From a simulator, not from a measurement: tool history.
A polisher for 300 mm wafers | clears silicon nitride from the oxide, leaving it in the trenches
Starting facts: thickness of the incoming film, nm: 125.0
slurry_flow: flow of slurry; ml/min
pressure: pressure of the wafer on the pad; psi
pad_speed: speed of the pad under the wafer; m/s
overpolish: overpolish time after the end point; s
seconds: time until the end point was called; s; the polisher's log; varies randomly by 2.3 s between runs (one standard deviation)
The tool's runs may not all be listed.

run	hour	slurry_flow	pressure	pad_speed	overpolish	seconds
1	0	120	2.5	0.94	3	169.12
2	3.9	120	2.5	0.94	3	166.63
3	10.8	120	2.6	0.94	3	163.66
4	18	120	2.7	0.94	3	163.23
5	19.1	120	2.8	0.96	3	153.79
6	21.1	120	2.9	0.96	3	150.57

Run 7 is up next; what results do you expect?
7	27.3	120	3	0.96	3	?

{"run 7": {"seconds": 143.8}}

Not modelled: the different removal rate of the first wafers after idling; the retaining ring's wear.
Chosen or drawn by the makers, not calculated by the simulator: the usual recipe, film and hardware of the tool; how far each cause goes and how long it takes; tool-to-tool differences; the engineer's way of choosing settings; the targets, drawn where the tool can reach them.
